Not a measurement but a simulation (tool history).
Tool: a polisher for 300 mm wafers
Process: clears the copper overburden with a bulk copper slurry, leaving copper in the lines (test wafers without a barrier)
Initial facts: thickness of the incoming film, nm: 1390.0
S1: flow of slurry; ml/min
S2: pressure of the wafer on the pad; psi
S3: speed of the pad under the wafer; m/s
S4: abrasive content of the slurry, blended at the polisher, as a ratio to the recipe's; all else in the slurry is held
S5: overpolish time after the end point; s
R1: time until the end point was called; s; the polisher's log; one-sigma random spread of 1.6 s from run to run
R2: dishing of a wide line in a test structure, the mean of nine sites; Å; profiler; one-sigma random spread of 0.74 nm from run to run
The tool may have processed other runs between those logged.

{"run": 1, "day": 0.0, "S1": 215, "S2": 2.5, "S3": 1.06, "S4": 1.0, "S5": 24, "R1": 166.47, "R2": 457.75}
{"run": 2, "day": 0.212, "S1": 215, "S2": 2.5, "S3": 1.06, "S4": 1.0, "S5": 19, "R1": 167.0, "R2": 435.18}
{"run": 3, "day": 0.517, "S1": 215, "S2": 2.5, "S3": 1.06, "S4": 1.2, "S5": 19, "R1": 164.07, "R2": 434.62}
{"run": 4, "day": 0.846, "S1": 215, "S2": 2.5, "S3": 0.9, "S4": 1.2, "S5": 19, "R1": 189.42, "R2": 423.71}
{"run": 5, "day": 1.088, "S1": 215, "S2": 2.5, "S3": 0.9, "S4": 1.2, "S5": 25, "R1": 184.17, "R2": 438.14}
{"run": 6, "day": 1.346, "S1": 215, "S2": 2.5, "S3": 0.9, "S4": 1.2, "S5": 17, "R1": 191.61, "R2": 420.4}
{"run": 7, "day": 1.488, "S1": 215, "S2": 2.7, "S3": 0.9, "S4": 1.2, "S5": 17, "R1": 175.69, "R2": 431.48}

What does the tool deliver on the next run?
{"run": 8, "day": 1.717, "S1": 215, "S2": 2.8, "S3": 0.9, "S4": 1.2, "S5": 16, "R1": "?", "R2": "?"}

R1: 174.58 s
R2: 424.37 Å
